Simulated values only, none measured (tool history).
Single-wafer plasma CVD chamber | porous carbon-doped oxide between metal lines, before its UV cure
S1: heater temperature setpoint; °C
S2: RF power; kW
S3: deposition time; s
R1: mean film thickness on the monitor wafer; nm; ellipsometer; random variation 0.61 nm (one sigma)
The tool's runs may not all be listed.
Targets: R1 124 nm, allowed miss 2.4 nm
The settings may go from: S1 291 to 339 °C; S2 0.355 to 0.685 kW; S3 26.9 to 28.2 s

{"run": 1, "day": 0.0, "S1": 315, "S2": 0.52, "S3": 28.2, "R1": 142.25}
{"run": 2, "day": 0.258, "S1": 315, "S2": 0.52, "S3": 28.2, "R1": 141.07}
{"run": 3, "day": 0.467, "S1": 315, "S2": 0.575, "S3": 28.2, "R1": 152.53}
{"run": 4, "day": 0.754, "S1": 305, "S2": 0.575, "S3": 28.2, "R1": 160.32}
{"run": 5, "day": 0.996, "S1": 305, "S2": 0.575, "S3": 28.2, "R1": 161.54}
{"run": 6, "day": 1.267, "S1": 310, "S2": 0.575, "S3": 28.2, "R1": 156.73}
{"run": 7, "day": 1.583, "S1": 317, "S2": 0.55, "S3": 28.1, "R1": 144.48}
{"run": 8, "day": 1.767, "S1": 322, "S2": 0.54, "S3": 28.1, "R1": 138.51}
{"run": 9, "day": 2.054, "S1": 326, "S2": 0.535, "S3": 28.1, "R1": 135.3}
{"run": 10, "day": 2.292, "S1": 329, "S2": 0.53, "S3": 28.1, "R1": 131.9}
{"run": 11, "day": 2.592, "S1": 331, "S2": 0.525, "S3": 28.1, "R1": 128.35}
{"run": 12, "day": 2.875, "S1": 332, "S2": 0.525, "S3": 28.1, "R1": 128.21}
{"run": 13, "day": 3.129, "S1": 333, "S2": 0.525, "S3": 28.1, "R1": 128.43}
{"run": 14, "day": 3.179, "S1": 334, "S2": 0.525, "S3": 28.1, "R1": 128.59}

Which of these 4 next moves meets every target?
{"run": "A", "day": 3.229, "S1": 323, "S2": 0.48, "S3": 27.7, "R1": "?"}
{"run": "B", "day": 3.229, "S1": 329, "S2": 0.54, "S3": 28.2, "R1": "?"}
{"run": "C", "day": 3.229, "S1": 338, "S2": 0.57, "S3": 28.2, "R1": "?"}
{"run": "D", "day": 3.229, "S1": 331, "S2": 0.535, "S3": 28.2, "R1": "?"}

move=A R1=123.7
move=B R1=132.63
move=C R1=131.6
move=D R1=130.39
A: meets every target
B: further off than the last run
C: further off than the last run
D: further off than the last run
The right move is A.

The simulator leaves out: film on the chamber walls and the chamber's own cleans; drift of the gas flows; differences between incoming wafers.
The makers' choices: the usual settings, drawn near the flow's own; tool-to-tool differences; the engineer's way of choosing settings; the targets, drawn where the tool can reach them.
